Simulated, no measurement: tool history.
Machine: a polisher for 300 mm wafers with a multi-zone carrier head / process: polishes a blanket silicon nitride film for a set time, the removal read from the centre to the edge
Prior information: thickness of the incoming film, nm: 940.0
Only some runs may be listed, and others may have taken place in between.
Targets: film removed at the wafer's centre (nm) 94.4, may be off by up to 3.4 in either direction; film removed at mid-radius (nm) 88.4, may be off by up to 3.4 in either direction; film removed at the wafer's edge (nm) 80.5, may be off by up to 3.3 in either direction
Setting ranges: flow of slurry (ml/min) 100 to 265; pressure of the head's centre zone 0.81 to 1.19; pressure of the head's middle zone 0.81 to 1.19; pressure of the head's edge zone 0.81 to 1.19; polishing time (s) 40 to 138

run  hour  flow of slurry (ml/min)  pressure of the head's centre zone  pressure of the head's middle zone  pressure of the head's edge zone  polishing time (s)  film removed at the wafer's centre (nm)  film removed at mid-radius (nm)  film removed at the wafer's edge (nm)
  1     0                      170                                   1                                   1                                 1                  88                                   132.67                           133.01                                 137.53
  2   1.4                      175                                1.03                                1.01                              0.95                  76                                   119.58                           116.33                                 113.82
  3   8.7                      175                                1.03                                1.01                              0.87                  76                                   115.66                           114.83                                 109.65
  4  13.5                      175                                1.05                                1.01                              0.86                  69                                   107.62                           104.49                                 99.743
  5  20.4                      175                                1.05                                1.07                              0.86                  69                                   108.32                           111.36                                 99.858
     23.2  -- slurry nozzle cleaned
  6  23.2                      190                                1.05                                1.07                              0.86                  69                                   115.55                           120.15                                 104.86
  7  31.1                      170                                1.08                                1.07                              0.85                  67                                   113.11                           114.93                                 101.03
  8  31.7                      190                                1.07                                1.05                              0.84                  62                                   108.59                           102.05                                 92.843
  9  35.6                      185                                1.07                                1.05                              0.83                  59                                   100.85                           99.345                                 87.459
 10  41.7                      180                                1.07                                1.04                              0.82                  58                                   98.554                           96.031                                 84.666
 11  47.2                      175                                1.07                                1.03                              0.82                  58                                   97.982                             92.5                                 83.484
 12  53.7                      170                                1.07                                1.03                              0.82                  58                                   98.438                           93.114                                 83.937
 13  58.4                      165                                1.07                                1.03                              0.82                  58                                   97.467                           93.232                                 84.167
 14    63                      165                                1.07                                1.03                              0.82                  57                                    96.53                           93.413                                 83.169

4 candidate next runs follow, results not yet known. Just one meets every target within its allowed miss. Identify it.
  A  67.6                      180                                1.18                                0.99                              0.81                  54                                        ?                                ?                                      ?
  B  67.6                      135                                1.08                                1.17                              0.81                  58                                        ?                                ?                                      ?
  C  67.6                      145                                1.03                                1.06                              0.83                  59                                        ?                                ?                                      ?
  D  67.6                      160                                1.11                                1.03                              0.85                  55                                        ?                                ?                                      ?

move  film removed at the wafer's centre (nm)  film removed at mid-radius (nm)  film removed at the wafer's edge (nm)
   A                                   101.98                           85.895                                 78.163
   B                                   93.835                           100.35                                 80.275
   C                                   92.663                           95.384                                 83.634
   D                                   95.325                           88.544                                     80
A: puts the biggest miss on target and leaves a different result outside tolerance
B: lands further from the targets than the last run did
C: lands further from the targets than the last run did
D: each result inside its tolerance
The move that meets every target is D.
